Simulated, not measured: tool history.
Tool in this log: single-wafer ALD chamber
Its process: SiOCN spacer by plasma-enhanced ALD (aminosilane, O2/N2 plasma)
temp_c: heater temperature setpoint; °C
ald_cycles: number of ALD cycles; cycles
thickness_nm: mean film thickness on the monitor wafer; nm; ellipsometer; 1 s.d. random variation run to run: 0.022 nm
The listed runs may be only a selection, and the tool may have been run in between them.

{"run": 1, "hour": 0.0, "temp_c": 410, "ald_cycles": 83, "thickness_nm": 4.6475}
{"run": 2, "hour": 7.4, "temp_c": 420, "ald_cycles": 83, "thickness_nm": 4.5147}
{"run": 3, "hour": 15.6, "temp_c": 419, "ald_cycles": 84, "thickness_nm": 4.6396}
{"run": 4, "hour": 23.2, "temp_c": 428, "ald_cycles": 84, "thickness_nm": 4.4426}
{"run": 5, "hour": 23.8, "temp_c": 428, "ald_cycles": 74, "thickness_nm": 3.8827}
{"run": 6, "hour": 26.6, "temp_c": 425, "ald_cycles": 76, "thickness_nm": 4.0736}
{"hour": 35.1, "done": "thermocouple changed; heater temperature recalibrated"}
{"run": 7, "hour": 35.1, "temp_c": 425, "ald_cycles": 76, "thickness_nm": 4.1619}
{"run": 8, "hour": 39.7, "temp_c": 422, "ald_cycles": 78, "thickness_nm": 4.3119}
{"run": 9, "hour": 40.4, "temp_c": 419, "ald_cycles": 79, "thickness_nm": 4.436}
{"run": 10, "hour": 41.3, "temp_c": 419, "ald_cycles": 79, "thickness_nm": 4.3802}
{"run": 11, "hour": 48.3, "temp_c": 416, "ald_cycles": 80, "thickness_nm": 4.492}
{"run": 12, "hour": 51.3, "temp_c": 414, "ald_cycles": 81, "thickness_nm": 4.5987}
{"run": 13, "hour": 52.0, "temp_c": 412, "ald_cycles": 82, "thickness_nm": 4.6833}
{"run": 14, "hour": 58.2, "temp_c": 410, "ald_cycles": 83, "thickness_nm": 4.7517}
{"run": 15, "hour": 60.3, "temp_c": 408, "ald_cycles": 84, "thickness_nm": 4.8503}
{"run": 16, "hour": 64.1, "temp_c": 406, "ald_cycles": 85, "thickness_nm": 4.9176}
{"run": 17, "hour": 71.5, "temp_c": 405, "ald_cycles": 86, "thickness_nm": 5.0473}
{"run": 18, "hour": 79.1, "temp_c": 404, "ald_cycles": 86, "thickness_nm": 5.0664}
{"run": 19, "hour": 82.9, "temp_c": 403, "ald_cycles": 86, "thickness_nm": 5.0236}

What does the tool deliver on the next run?
{"run": 20, "hour": 83.5, "temp_c": 402, "ald_cycles": 86, "thickness_nm": "?"}

{"run 20": {"thickness_nm": 5.0813}}

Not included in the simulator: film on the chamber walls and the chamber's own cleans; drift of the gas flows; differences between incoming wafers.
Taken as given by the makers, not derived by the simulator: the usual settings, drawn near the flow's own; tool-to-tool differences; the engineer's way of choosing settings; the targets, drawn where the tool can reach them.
